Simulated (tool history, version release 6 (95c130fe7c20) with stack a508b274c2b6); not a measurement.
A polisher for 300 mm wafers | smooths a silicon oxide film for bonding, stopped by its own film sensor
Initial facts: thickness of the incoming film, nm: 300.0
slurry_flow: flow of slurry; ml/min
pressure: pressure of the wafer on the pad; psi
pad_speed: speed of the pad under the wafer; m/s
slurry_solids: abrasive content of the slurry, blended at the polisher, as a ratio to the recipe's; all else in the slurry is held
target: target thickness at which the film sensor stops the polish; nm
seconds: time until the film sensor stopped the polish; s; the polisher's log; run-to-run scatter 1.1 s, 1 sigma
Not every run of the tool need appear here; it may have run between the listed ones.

run	hour	slurry_flow	pressure	pad_speed	slurry_solids	target	seconds
1	0	250	2.7	0.96	1	209	124.58
2	1	250	2.7	0.96	1	205	131.99
3	9.7	250	2.7	0.96	0.8	205	156.05
4	11.2	250	2.9	0.96	0.8	205	145.42
5	13.3	250	2.9	0.96	0.8	205	144.95
6	16.1	250	3.1	0.96	0.8	205	136.35
7	21.6	250	3.3	0.96	0.8	205	129.18

Estimate the outcome of run 8 from the log above:
8	24.9	250	3.5	0.96	0.8	205	?

seconds: 120.91 s
